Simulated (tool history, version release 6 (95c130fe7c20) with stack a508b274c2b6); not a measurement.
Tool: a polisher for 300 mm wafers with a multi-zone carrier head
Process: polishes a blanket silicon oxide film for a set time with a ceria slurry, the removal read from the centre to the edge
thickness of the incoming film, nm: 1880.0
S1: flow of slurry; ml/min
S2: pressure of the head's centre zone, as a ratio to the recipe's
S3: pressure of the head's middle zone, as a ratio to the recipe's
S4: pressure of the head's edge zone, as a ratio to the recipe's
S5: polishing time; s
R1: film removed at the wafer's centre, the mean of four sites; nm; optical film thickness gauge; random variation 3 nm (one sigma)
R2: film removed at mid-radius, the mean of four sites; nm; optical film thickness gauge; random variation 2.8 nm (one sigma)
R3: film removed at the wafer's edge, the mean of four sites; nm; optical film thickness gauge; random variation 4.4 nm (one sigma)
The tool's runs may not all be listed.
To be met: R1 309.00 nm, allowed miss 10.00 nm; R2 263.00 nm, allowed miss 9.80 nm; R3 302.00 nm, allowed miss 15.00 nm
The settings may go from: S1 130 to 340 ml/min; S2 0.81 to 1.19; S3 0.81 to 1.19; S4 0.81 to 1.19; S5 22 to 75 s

run,hour,S1,S2,S3,S4,S5,R1,R2,R3
1,0.0,220,1.00,1.00,1.00,48,212.70,212.65,218.45
2,1.7,175,1.00,1.00,1.00,48,213.73,208.32,219.92
3,6.6,170,1.02,1.00,1.03,51,228.01,220.36,238.22
4,8.3,170,1.02,1.00,0.96,51,228.09,221.45,228.49
5,13.2,165,1.05,1.00,0.99,53,245.86,232.40,244.21
# hour 20.6: edge zone pressure recalibrated
6,20.6,165,1.05,1.00,0.91,53,243.04,226.11,222.33
7,25.5,160,1.08,1.00,0.96,54,252.45,236.20,230.67
8,31.3,160,1.08,1.00,0.96,54,256.34,233.06,231.85
9,34.2,210,1.11,0.96,1.06,61,302.82,262.73,278.45
10,37.1,205,1.11,0.95,1.08,61,301.99,255.53,282.34
11,39.3,200,1.11,0.95,1.09,61,302.94,256.34,278.01
12,46.2,200,1.10,0.95,1.10,62,308.13,261.42,283.87

Which of these 5 next moves meets every target?
A,53.1,175,1.15,0.87,1.08,65,?,?,?
B,53.1,130,1.19,1.03,1.14,60,?,?,?
C,53.1,205,1.18,1.05,1.00,60,?,?,?
D,53.1,200,1.16,1.02,1.05,59,?,?,?
E,53.1,240,1.07,0.89,1.14,64,?,?,?

move,R1,R2,R3
A,327.60,256.57,294.68
B,304.57,258.85,274.02
C,315.26,272.63,263.95
D,303.97,262.20,265.50
E,308.79,263.23,303.95
A: brings the result that was furthest off to its target, and leaves another outside
B: further off than the last run
C: further off than the last run
D: further off than the last run
E: meets every target
Answer: E
